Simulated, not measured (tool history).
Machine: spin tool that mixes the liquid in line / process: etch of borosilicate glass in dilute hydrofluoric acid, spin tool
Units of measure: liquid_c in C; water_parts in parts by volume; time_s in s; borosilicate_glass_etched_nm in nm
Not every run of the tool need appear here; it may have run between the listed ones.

run,hour,liquid_c,water_parts,time_s,borosilicate_glass_etched_nm
1,0,23,200,255,45.41
2,1.4,21,220,255,38.022
3,7,21,285,255,27.278
4,9.1,21,285,270,29.032
5,12.5,20,285,270,27.829
6,18.5,19.5,285,270,27.5
7,20.7,19,285,270,27.215

Run 8 is up next; what results do you expect?
8,23.5,18.5,285,270,?

{"run 8": {"borosilicate_glass_etched_nm": 26.308}}

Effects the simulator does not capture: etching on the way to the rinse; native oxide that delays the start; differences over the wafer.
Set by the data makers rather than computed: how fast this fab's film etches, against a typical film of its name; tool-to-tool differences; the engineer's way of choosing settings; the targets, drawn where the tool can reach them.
